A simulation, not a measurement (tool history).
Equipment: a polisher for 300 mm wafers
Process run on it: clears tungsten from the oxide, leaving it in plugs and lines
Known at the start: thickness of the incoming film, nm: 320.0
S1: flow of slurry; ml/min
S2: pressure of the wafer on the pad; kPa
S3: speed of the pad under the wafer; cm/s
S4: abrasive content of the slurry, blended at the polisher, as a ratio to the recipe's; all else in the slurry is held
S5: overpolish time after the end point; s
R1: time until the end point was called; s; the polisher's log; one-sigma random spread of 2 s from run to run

run    day   S1    S2   S3   S4  S5      R1
  1      0  180  22.1  102    1   5  73.812
  2   0.15  180  22.1  102    1   5  76.112
  3  0.183  180  22.1  112    1   5  70.183
  4  0.246  180  19.3  110    1   5    82.2
  5  0.546  180  17.9  110    1   5  86.781
  6  0.646  180  17.9  110  1.2   5  79.826

Estimate the outcome of run 7 from the log above:
  7  0.85  180  11.7  104  1.2   5   ?

R1: 127.48 s
